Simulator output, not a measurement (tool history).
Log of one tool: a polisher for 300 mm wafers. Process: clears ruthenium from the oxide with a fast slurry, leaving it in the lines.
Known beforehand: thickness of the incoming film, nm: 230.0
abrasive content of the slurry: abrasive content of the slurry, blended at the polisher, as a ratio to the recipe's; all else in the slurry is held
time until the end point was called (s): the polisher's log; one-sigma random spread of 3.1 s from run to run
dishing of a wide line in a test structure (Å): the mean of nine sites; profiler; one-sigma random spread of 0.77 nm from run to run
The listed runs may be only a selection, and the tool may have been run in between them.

| run | hour | flow of slurry (ml/min) | pressure of the wafer on the pad (kPa) | speed of the pad under the wafer (m/s) | abrasive content of the slurry | overpolish time after the end point (s) | time until the end point was called (s) | dishing of a wide line in a test structure (Å) |
|---|---|---|---|---|---|---|---|---|
| 1 | 0.0 | 240 | 15.9 | 0.80 | 1.0 | 23 | 112.37 | 445.82 |
| 2 | 4.3 | 240 | 15.2 | 0.80 | 1.0 | 24 | 114.03 | 449.59 |
| 3 | 4.9 | 240 | 14.5 | 0.80 | 1.0 | 25 | 118.94 | 467.25 |
| 4 | 12.0 | 240 | 14.5 | 0.66 | 1.0 | 25 | 141.45 | 378.15 |
| 5 | 19.4 | 240 | 17.2 | 0.66 | 1.0 | 25 | 124.50 | 460.78 |
| 6 | 28.1 | 240 | 16.5 | 0.66 | 1.0 | 26 | 124.79 | 437.40 |
| 7 | 35.2 | 240 | 15.9 | 0.66 | 1.0 | 27 | 135.34 | 434.76 |
| 8 | 36.7 | 240 | 15.9 | 0.66 | 1.0 | 28 | 131.20 | 449.42 |

Run 9 is up next; what results do you expect?
| 9 | 45.3 | 240 | 15.2 | 0.66 | 1.0 | 29 | ? | ? |

{"run 9": {"time until the end point was called (s)": 135.95, "dishing of a wide line in a test structure (Å)": 444.36}}

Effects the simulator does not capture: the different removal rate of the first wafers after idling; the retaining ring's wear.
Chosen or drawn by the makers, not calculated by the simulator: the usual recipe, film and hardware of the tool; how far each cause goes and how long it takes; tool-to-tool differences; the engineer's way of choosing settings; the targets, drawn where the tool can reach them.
